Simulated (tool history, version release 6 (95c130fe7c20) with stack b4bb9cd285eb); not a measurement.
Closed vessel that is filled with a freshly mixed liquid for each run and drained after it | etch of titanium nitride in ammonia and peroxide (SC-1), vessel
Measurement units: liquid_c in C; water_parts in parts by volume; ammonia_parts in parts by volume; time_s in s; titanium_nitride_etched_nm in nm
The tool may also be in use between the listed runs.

run,day,liquid_c,water_parts,ammonia_parts,time_s,titanium_nitride_etched_nm
1,0.000,56.0,7.0,0.45,90,17.9170
2,0.154,53.5,7.5,0.45,90,14.7040
3,0.450,53.5,7.5,0.35,90,14.0190
4,0.533,51.5,8.0,0.35,90,11.7790
5,0.800,51.5,8.0,0.40,90,12.1590
6,1.067,51.5,8.0,0.35,90,11.8590
7,1.138,49.5,8.5,0.35,90,9.9659
8,1.308,48.0,9.0,0.35,90,8.7094
9,1.604,46.5,9.5,0.35,90,7.5943
10,1.675,45.5,9.5,0.35,90,7.0598
11,2.021,44.5,9.5,0.35,90,6.5977
12,2.267,44.0,9.5,0.35,90,6.3615
13,2.642,43.5,9.5,0.35,90,6.1302
14,2.883,43.5,9.5,0.35,90,6.1614
15,3.175,43.0,9.5,0.35,90,5.8922

Run 16, settings as shown, results not yet in. Your forecast:
16,3.371,43.0,9.5,0.35,90,?

Run 16 gave titanium_nitride_etched_nm 5.9117 nm.
